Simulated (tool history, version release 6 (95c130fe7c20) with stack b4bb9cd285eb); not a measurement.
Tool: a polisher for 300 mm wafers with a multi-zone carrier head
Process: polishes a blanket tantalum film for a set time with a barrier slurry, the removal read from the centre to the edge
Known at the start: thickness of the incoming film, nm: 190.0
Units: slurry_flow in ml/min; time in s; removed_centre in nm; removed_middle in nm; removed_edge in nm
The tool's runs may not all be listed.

run    day  slurry_flow  centre_zone  middle_zone  edge_zone  slurry_solids  time  removed_centre  removed_middle  removed_edge
  1  0.000          290         1.00         1.00       1.00           1.00    52          65.414          68.174        67.069
  2  0.188          290         1.00         1.00       1.00           0.80    52          63.383          65.775        65.995
  3  0.408          290         0.99         0.99       0.98           0.75    50          60.835          61.828        62.240
  4  0.521          290         0.99         0.94       0.98           0.75    50          58.527          61.023        61.073
  5  0.825          290         0.99         0.87       0.98           0.75    50          59.600          56.658        64.758
  6  0.896          290         0.99         0.87       0.98           0.55    50          56.330          53.252        59.340
  7  0.946          290         0.98         0.88       0.97           0.55    49          55.240          51.056        58.656
  8  1.092          290         0.97         0.91       0.96           0.55    48          53.945          52.935        56.699

Forecast run 9:
  9  1.200          290         0.96         0.91       0.95           0.55    47               ?               ?             ?

removed_centre: 50.403 nm
removed_middle: 51.210 nm
removed_edge: 54.655 nm
